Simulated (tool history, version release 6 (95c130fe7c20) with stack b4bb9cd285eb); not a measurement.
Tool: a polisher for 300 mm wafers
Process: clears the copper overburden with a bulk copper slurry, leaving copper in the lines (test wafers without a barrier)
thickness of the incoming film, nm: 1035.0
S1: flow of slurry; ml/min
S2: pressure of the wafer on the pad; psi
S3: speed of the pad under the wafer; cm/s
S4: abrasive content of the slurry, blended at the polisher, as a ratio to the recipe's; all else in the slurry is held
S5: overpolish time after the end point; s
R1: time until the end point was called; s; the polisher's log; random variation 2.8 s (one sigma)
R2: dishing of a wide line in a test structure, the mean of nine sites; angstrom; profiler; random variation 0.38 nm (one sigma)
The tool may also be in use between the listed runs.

| run | hour | S1 | S2 | S3 | S4 | S5 | R1 | R2 |
|---|---|---|---|---|---|---|---|---|
| 1 | 0.0 | 140 | 2.0 | 130 | 1.0 | 8 | 138.03 | 374.70 |
| 2 | 3.6 | 140 | 2.0 | 130 | 1.0 | 11 | 135.63 | 478.83 |
| 3 | 5.6 | 140 | 2.0 | 130 | 0.9 | 11 | 139.89 | 445.55 |
| 4 | 11.8 | 140 | 2.0 | 148 | 0.9 | 11 | 125.83 | 513.84 |
| 5 | 16.0 | 140 | 1.9 | 144 | 0.9 | 10 | 132.08 | 443.15 |
| 6 | 19.9 | 125 | 1.9 | 144 | 0.9 | 10 | 140.96 | 449.87 |
| 7 | 28.3 | 135 | 1.8 | 142 | 0.9 | 9 | 141.34 | 394.44 |
| 8 | 31.7 | 140 | 1.7 | 140 | 0.9 | 8 | 150.01 | 333.94 |
| 9 | 34.7 | 140 | 1.6 | 140 | 0.9 | 7 | 163.35 | 300.67 |

The next listed run, before its measurement:
| 10 | 37.3 | 145 | 1.5 | 140 | 0.9 | 6 | ? | ? |

Run 10 gave R1 172.72 s, R2 247.35 angstrom.
